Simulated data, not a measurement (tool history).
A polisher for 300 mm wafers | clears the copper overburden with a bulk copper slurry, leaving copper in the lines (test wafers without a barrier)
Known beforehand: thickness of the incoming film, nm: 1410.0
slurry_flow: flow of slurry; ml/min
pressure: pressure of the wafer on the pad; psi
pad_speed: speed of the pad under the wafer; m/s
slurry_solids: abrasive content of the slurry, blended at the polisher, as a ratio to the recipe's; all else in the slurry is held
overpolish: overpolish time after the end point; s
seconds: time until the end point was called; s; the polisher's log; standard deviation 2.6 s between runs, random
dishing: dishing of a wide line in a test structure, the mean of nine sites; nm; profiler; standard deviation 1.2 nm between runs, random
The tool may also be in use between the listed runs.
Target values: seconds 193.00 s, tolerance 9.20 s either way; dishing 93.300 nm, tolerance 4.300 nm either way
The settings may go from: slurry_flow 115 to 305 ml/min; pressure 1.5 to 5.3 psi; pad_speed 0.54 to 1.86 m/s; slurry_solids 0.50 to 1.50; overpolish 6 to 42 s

| run | hour | slurry_flow | pressure | pad_speed | slurry_solids | overpolish | seconds | dishing |
|---|---|---|---|---|---|---|---|---|
| 1 | 0.0 | 195 | 3.4 | 1.18 | 1.00 | 21 | 127.65 | 99.271 |
| 2 | 5.7 | 195 | 3.4 | 1.18 | 1.00 | 28 | 130.41 | 109.870 |
| 3 | 8.3 | 195 | 3.4 | 1.18 | 1.00 | 24 | 130.43 | 101.860 |
| 4 | 16.7 | 195 | 3.4 | 1.34 | 1.00 | 24 | 117.81 | 109.520 |
| 5 | 22.5 | 190 | 3.0 | 1.32 | 1.00 | 27 | 135.07 | 105.780 |
| 6 | 26.8 | 190 | 3.0 | 1.32 | 1.15 | 27 | 129.06 | 105.300 |
| 7 | 30.5 | 185 | 2.7 | 1.30 | 1.10 | 29 | 148.18 | 102.230 |
| 8 | 34.5 | 180 | 2.5 | 1.30 | 1.10 | 30 | 158.79 | 98.054 |
| 9 | 35.6 | 170 | 1.9 | 1.26 | 1.10 | 35 | 214.89 | 87.201 |

Below are 5 possible settings for the next run. Only one of them brings all results inside the allowed miss of their targets. Which is it?
| A | 36.7 | 170 | 2.2 | 1.44 | 0.90 | 42 | ? | ? |
| B | 36.7 | 210 | 2.5 | 1.24 | 1.00 | 29 | ? | ? |
| C | 36.7 | 155 | 2.3 | 1.36 | 1.00 | 32 | ? | ? |
| D | 36.7 | 245 | 1.8 | 1.48 | 0.95 | 40 | ? | ? |
| E | 36.7 | 120 | 2.2 | 1.14 | 1.25 | 39 | ? | ? |

| move | seconds | dishing |
|---|---|---|
| A | 175.33 | 102.280 |
| B | 167.75 | 95.086 |
| C | 175.14 | 95.133 |
| D | 195.23 | 91.908 |
| E | 212.18 | 94.206 |
A: pushes the last run's worst result past its target
B: pushes the last run's worst result past its target
C: pushes the last run's worst result past its target
D: meets every target
E: nearer than the last run, and not there yet
The move that meets every target is D.
